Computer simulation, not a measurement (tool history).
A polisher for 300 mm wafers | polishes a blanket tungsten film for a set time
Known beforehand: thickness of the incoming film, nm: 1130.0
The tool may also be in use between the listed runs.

| run | hour | flow of slurry (ml/min) | pressure of the wafer on the pad (psi) | speed of the pad under the wafer (m/s) | abrasive content of the slurry | polishing time (s) | film removed (angstrom) |
|---|---|---|---|---|---|---|---|
| 1 | 0.0 | 295 | 3.0 | 1.38 | 1.00 | 63 | 3259.3 |
| 2 | 2.2 | 295 | 3.0 | 1.38 | 1.15 | 63 | 3372.9 |
| 3 | 9.9 | 295 | 3.1 | 1.38 | 1.15 | 63 | 3462.9 |
| 4 | 12.0 | 295 | 3.2 | 1.38 | 1.15 | 63 | 3577.2 |
| 5 | 18.3 | 295 | 3.2 | 1.38 | 1.15 | 63 | 3614.0 |
| 6 | 25.7 | 295 | 3.3 | 1.38 | 1.15 | 63 | 3762.7 |

Run 7, settings as shown, results not yet in. Your forecast:
| 7 | 27.5 | 295 | 3.4 | 1.38 | 1.15 | 63 | ? |

film removed (angstrom): 3860.8
